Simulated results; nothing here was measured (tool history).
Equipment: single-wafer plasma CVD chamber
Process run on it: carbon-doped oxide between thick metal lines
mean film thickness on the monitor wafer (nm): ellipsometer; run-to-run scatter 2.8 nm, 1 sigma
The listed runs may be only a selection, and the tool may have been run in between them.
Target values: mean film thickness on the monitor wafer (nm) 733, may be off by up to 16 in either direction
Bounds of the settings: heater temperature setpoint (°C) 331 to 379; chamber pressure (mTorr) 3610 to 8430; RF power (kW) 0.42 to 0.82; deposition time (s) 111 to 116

run  hour  heater temperature setpoint (°C)  chamber pressure (mTorr)  RF power (kW)  deposition time (s)  mean film thickness on the monitor wafer (nm)
  1     0                               355                      6020           0.62                  116                                         639.41
  2   0.7                               355                      6020           0.62                  116                                         638.25
  3   1.7                               355                      6920           0.62                  116                                          643.9
  4     6                               352                      7030          0.655                  116                                         688.85
  5  10.5                               352                      7030           0.59                  116                                         626.85
  6    15                               349                      7190           0.62                  116                                         654.77
  7  18.1                               349                      7260           0.65                  116                                         684.82
     25.8  -- thermocouple changed; heater temperature recalibrated
  8  25.8                               348                      7360          0.665                  116                                         708.01
  9  30.8                               347                      7450           0.67                  116                                         708.87

Consider the 5 candidate settings below. Which is the only one whose results all fall within their allowed miss of target?
  A  35.8                               348                      8430          0.695                  115                                              ?
  B  35.8                               341                      5520          0.675                  112                                              ?
  C  35.8                               349                      7540          0.675                  113                                              ?
  D  35.8                               348                      7470           0.69                  111                                              ?
  E  35.8                               347                      7190          0.705                  111                                              ?

move  mean film thickness on the monitor wafer (nm)
   A                                         732.64
   B                                         683.47
   C                                          696.3
   D                                          697.4
   E                                         709.21
A: every result within its allowed miss
B: misses by more than the last run did
C: misses by more than the last run did
D: misses by more than the last run did
E: neither nearer nor further off than the last run
Correct choice: A, which meets every target
